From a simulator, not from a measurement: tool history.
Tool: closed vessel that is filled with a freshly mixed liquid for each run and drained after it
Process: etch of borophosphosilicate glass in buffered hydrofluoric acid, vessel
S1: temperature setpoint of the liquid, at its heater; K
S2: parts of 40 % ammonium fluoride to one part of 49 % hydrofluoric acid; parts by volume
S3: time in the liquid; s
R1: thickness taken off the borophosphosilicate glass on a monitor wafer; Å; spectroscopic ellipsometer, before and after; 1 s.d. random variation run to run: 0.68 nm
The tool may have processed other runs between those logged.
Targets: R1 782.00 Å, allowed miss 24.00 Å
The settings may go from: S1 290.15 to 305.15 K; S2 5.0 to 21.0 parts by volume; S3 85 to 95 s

| run | hour | S1 | S2 | S3 | R1 |
|---|---|---|---|---|---|
| 1 | 0.0 | 297.15 | 13.0 | 85 | 1051.00 |
| 2 | 1.8 | 296.15 | 13.0 | 85 | 995.58 |
| 3 | 7.0 | 293.65 | 13.0 | 85 | 864.45 |
| 4 | 15.1 | 290.65 | 13.0 | 85 | 741.68 |
| 5 | 19.8 | 290.65 | 15.0 | 85 | 639.58 |
| 6 | 24.1 | 290.65 | 13.5 | 85 | 708.43 |
| 7 | 31.7 | 290.65 | 13.5 | 85 | 706.22 |
| 8 | 37.0 | 291.15 | 13.5 | 85 | 726.36 |
| 9 | 38.1 | 291.65 | 13.5 | 85 | 744.98 |

Which of these 4 next moves meets every target?
| A | 39.2 | 293.15 | 15.0 | 90 | ? |
| B | 39.2 | 292.15 | 13.0 | 90 | ? |
| C | 39.2 | 291.15 | 16.0 | 95 | ? |
| D | 39.2 | 290.15 | 13.5 | 90 | ? |

| move | R1 |
|---|---|
| A | 772.75 |
| B | 841.95 |
| C | 684.45 |
| D | 725.12 |
A: every result lands within tolerance
B: carries the result that was furthest off beyond its target, to the other side
C: the biggest miss grows against the last run
D: the biggest miss grows against the last run
So the answer is move A, the one that meets all the targets.
